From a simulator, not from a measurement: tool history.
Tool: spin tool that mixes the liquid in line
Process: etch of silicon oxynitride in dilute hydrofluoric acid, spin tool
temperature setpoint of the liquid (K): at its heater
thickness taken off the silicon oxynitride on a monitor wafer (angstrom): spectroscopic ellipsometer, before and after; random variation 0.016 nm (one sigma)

run	hour	temperature setpoint of the liquid (K)	parts of water to one part of 49 % hydrofluoric acid (parts by volume)	time under the liquid (s)	thickness taken off the silicon oxynitride on a monitor wafer (angstrom)
1	0	297.15	195	95	12.861
2	5.3	297.15	150	95	17.339
3	6.7	297.15	150	75	13.79
4	11.9	297.15	180	75	11.174
5	18.4	298.65	180	75	11.745
6	23.3	298.65	170	75	12.774
7	28.7	299.65	165	75	13.742

Forecast run 8:
8	29.6	299.65	165	75	?

{"run 8": {"thickness taken off the silicon oxynitride on a monitor wafer (angstrom)": 13.584}}

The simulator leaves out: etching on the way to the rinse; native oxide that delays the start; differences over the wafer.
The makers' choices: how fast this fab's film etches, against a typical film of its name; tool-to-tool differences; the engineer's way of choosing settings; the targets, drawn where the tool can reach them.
